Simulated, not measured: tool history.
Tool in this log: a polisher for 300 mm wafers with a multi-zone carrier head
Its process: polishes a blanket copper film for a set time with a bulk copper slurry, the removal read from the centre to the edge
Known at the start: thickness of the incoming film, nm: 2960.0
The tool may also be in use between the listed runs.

run  hour  flow of slurry (ml/min)  pressure of the head's centre zone  pressure of the head's middle zone  pressure of the head's edge zone  abrasive content of the slurry  polishing time (s)  film removed at the wafer's centre (nm)  film removed at mid-radius (nm)  film removed at the wafer's edge (nm)
  1     0                      150                                   1                                   1                                 1                               1                  88                                   702.49                           765.93                                 776.37
  2   1.6                      150                                1.04                                   1                                 1                               1                  88                                   720.41                           764.76                                 770.45
  3   6.5                      145                                1.06                                0.98                              0.99                               1                  88                                   718.34                           752.68                                 775.48
  4  15.5                      145                                1.06                                0.98                              0.99                               1                  78                                   647.37                           658.96                                 680.56
  5  22.1                      145                                1.06                                0.98                              0.99                               1                  96                                   804.61                           812.47                                 840.35
  6    30                      140                                1.07                                0.96                              0.97                            0.95                  96                                   786.76                           808.74                                 822.79
  7  35.5                      145                                1.09                                0.94                              0.97                             0.9                  94                                   788.96                           754.15                                 793.24
  8  39.4                      140                                 1.1                                0.92                              0.96                            0.85                  94                                   772.62                           750.75                                 771.74
  9  44.7                      140                                1.11                                 0.9                              0.97                             0.8                  93                                   754.16                           715.86                                 762.87
 10  49.7                      140                                1.12                                0.89                              0.97                             0.8                  93                                   768.73                           701.64                                 763.28

Run 11 is up next; what results do you expect?
     52.6  -- centre zone pressure recalibrated
 11  52.6                      135                                1.13                                0.88                              0.96                             0.8                  93                                        ?                                ?                                      ?

Run 11 produced film removed at the wafer's centre (nm) 841.2, film removed at mid-radius (nm) 702.1, film removed at the wafer's edge (nm) 762.8.

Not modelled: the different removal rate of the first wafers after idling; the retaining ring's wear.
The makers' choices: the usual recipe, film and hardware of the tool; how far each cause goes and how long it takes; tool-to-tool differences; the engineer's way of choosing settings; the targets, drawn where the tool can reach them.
